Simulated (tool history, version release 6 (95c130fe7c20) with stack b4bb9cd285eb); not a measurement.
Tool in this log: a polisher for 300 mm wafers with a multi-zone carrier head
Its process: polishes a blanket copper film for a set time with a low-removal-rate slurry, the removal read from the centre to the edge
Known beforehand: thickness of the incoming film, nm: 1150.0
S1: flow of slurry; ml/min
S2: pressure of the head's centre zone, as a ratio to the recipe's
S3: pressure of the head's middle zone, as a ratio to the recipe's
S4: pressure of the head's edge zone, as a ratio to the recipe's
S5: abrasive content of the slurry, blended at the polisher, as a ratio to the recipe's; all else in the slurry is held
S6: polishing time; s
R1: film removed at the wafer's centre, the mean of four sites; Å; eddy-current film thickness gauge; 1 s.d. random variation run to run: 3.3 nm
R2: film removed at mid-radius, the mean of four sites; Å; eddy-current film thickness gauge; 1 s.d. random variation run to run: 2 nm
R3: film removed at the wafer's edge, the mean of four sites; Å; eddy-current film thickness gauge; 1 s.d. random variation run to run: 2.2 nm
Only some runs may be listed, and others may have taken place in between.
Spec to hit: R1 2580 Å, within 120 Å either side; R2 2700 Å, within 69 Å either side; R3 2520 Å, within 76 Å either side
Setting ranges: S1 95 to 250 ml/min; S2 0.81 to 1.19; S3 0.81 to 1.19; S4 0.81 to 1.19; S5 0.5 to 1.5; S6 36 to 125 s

run,hour,S1,S2,S3,S4,S5,S6,R1,R2,R3
1,0,160,1,1,1,1,80,1705.6,1723.5,1709.1
2,1.2,195,1,1,1,1,80,1733.2,1754.7,1745
3,7.5,195,1,1,1,0.8,80,1668.6,1711.2,1692.3
4,9.6,195,1,1,1.07,0.8,80,1664.7,1709.4,1712
5,15.2,200,1.01,1.02,1.08,0.9,83,1768,1865,1860.8
6,23.9,205,1.03,1.04,1.08,1,84,1942.1,1942.6,1888.2
7,26.5,205,1.03,1.05,1.09,1.05,86,1940.5,1993.9,1986.8
8,33.7,210,1.04,1.07,1.09,1.1,88,2062.5,2104.4,2031.3
9,38.4,210,1.04,1.08,1.1,1.15,90,2126.3,2192.3,2138.8
10,41.6,215,1.05,1.1,1.11,1.2,91,2163.8,2321,2158.4
11,50.4,215,1.06,1.1,1.12,1.25,92,2218.2,2334.8,2237.8
12,55.4,220,1.07,1.11,1.13,1.3,93,2388.3,2450.4,2288.6
13,62,220,1.07,1.11,1.14,1.35,94,2362.3,2429.8,2357.7
14,63.5,225,1.07,1.12,1.14,1.35,94,2341.9,2519.5,2357.5

Next run, 4 choices. One meets every target within its allowed miss, the rest don't. Which?
A,65,250,1.11,1.15,1.05,1.45,96,?,?,?
B,65,250,1.08,1.13,1.14,1.25,101,?,?,?
C,65,225,1.04,1.11,1.1,1.4,95,?,?,?
D,65,245,0.99,1.17,1.19,1.5,95,?,?,?

move,R1,R2,R3
A,2572,2654.1,2361.6
B,2545.9,2660.6,2505.8
C,2334.2,2499.5,2354.1
D,2280.5,2681.7,2505.4
A: the furthest-off result lands on target, but another misses its tolerance
B: meets every target
C: lands further from the targets than the last run did
D: the furthest-off result lands on target, but another misses its tolerance
The move that meets every target is B.

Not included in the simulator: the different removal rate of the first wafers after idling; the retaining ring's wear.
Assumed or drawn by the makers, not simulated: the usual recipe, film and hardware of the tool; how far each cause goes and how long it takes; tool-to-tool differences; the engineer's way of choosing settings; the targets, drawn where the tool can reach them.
